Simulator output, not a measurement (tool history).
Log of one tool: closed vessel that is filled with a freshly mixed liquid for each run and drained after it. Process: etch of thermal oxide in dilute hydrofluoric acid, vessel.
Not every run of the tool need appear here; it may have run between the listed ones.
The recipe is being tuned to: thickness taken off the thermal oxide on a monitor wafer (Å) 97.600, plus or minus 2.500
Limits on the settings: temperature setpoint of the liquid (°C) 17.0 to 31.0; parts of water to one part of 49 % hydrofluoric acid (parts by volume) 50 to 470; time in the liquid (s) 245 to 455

| run | day | temperature setpoint of the liquid (°C) | parts of water to one part of 49 % hydrofluoric acid (parts by volume) | time in the liquid (s) | thickness taken off the thermal oxide on a monitor wafer (Å) |
|---|---|---|---|---|---|
| 1 | 0.000 | 23.0 | 260 | 455 | 64.592 |
| 2 | 0.312 | 23.0 | 175 | 455 | 105.600 |
| 3 | 0.638 | 23.0 | 175 | 245 | 56.768 |
| 4 | 0.850 | 25.5 | 175 | 245 | 62.058 |
| 5 | 1.117 | 25.5 | 265 | 245 | 37.032 |
| 6 | 1.246 | 24.0 | 250 | 245 | 37.832 |
| 7 | 1.638 | 23.0 | 225 | 245 | 41.936 |
| 8 | 1.808 | 24.5 | 205 | 245 | 49.661 |
| 9 | 1.908 | 23.0 | 185 | 245 | 52.699 |
| 10 | 2.221 | 24.5 | 165 | 245 | 64.302 |
| 11 | 2.546 | 24.5 | 150 | 245 | 72.284 |
| 12 | 2.708 | 24.5 | 140 | 245 | 77.884 |
| 13 | 2.908 | 24.5 | 130 | 245 | 84.109 |
| 14 | 3.008 | 24.5 | 125 | 245 | 88.622 |
| 15 | 3.254 | 24.5 | 120 | 245 | 92.995 |

Pick the move, out of 5, that brings all results within their allowed miss; only one does.
| A | 3.500 | 22.5 | 165 | 375 | ? |
| B | 3.500 | 24.0 | 150 | 340 | ? |
| C | 3.500 | 23.5 | 155 | 390 | ? |
| D | 3.500 | 23.0 | 195 | 440 | ? |
| E | 3.500 | 24.5 | 190 | 405 | ? |

| move | thickness taken off the thermal oxide on a monitor wafer (Å) |
|---|---|
| A | 90.751 |
| B | 97.478 |
| C | 105.560 |
| D | 88.925 |
| E | 89.313 |
A: misses by more than the last run did
B: meets every target
C: the result that was furthest off in the last run now lies on the other side of its target
D: misses by more than the last run did
E: misses by more than the last run did
Move B is the one to make.
